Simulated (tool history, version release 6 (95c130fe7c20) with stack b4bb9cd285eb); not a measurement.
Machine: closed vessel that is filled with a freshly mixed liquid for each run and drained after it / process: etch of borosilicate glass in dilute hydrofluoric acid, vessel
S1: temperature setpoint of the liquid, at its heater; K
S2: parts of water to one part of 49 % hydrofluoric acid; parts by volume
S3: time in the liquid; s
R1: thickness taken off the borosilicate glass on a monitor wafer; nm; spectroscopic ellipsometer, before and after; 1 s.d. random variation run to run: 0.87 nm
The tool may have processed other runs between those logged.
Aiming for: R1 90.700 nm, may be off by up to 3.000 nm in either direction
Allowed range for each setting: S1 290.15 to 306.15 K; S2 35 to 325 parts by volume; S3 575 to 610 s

run 1 hour=0.0 | S1=298.15 S2=180 S3=575 | R1=48.793
run 2 hour=3.3 | S1=299.15 S2=175 S3=575 | R1=51.898
run 3 hour=7.5 | S1=296.15 S2=175 S3=575 | R1=46.564
run 4 hour=8.8 | S1=296.15 S2=175 S3=610 | R1=49.710
run 5 hour=15.2 | S1=296.15 S2=175 S3=575 | R1=46.737
run 6 hour=21.4 | S1=294.15 S2=175 S3=575 | R1=43.038
run 7 hour=25.2 | S1=295.65 S2=170 S3=575 | R1=47.507
run 8 hour=26.6 | S1=296.65 S2=165 S3=575 | R1=51.441
run 9 hour=28.8 | S1=297.65 S2=160 S3=575 | R1=54.567
run 10 hour=31.5 | S1=298.65 S2=155 S3=575 | R1=58.943
run 11 hour=36.8 | S1=299.65 S2=150 S3=575 | R1=62.879
run 12 hour=43.3 | S1=300.15 S2=145 S3=575 | R1=68.583
run 13 hour=46.0 | S1=300.65 S2=145 S3=575 | R1=68.876
run 14 hour=54.0 | S1=304.65 S2=125 S3=575 | R1=96.346

Exercise: of the 4 proposed moves below, exactly one satisfies all targets within the stated allowed misses. Which move is it?
run A hour=62.0 | S1=303.15 S2=115 S3=575 | R1=?
run B hour=62.0 | S1=304.65 S2=130 S3=575 | R1=?
run C hour=62.0 | S1=302.65 S2=115 S3=585 | R1=?
run D hour=62.0 | S1=305.65 S2=140 S3=575 | R1=?

move=A R1=98.965
move=B R1=90.569
move=C R1=98.836
move=D R1=85.941
A: the biggest miss grows against the last run
B: all results in spec
C: the biggest miss grows against the last run
D: moves the result that the last run missed by most past its target, out the other side
Go with B: it meets all targets.
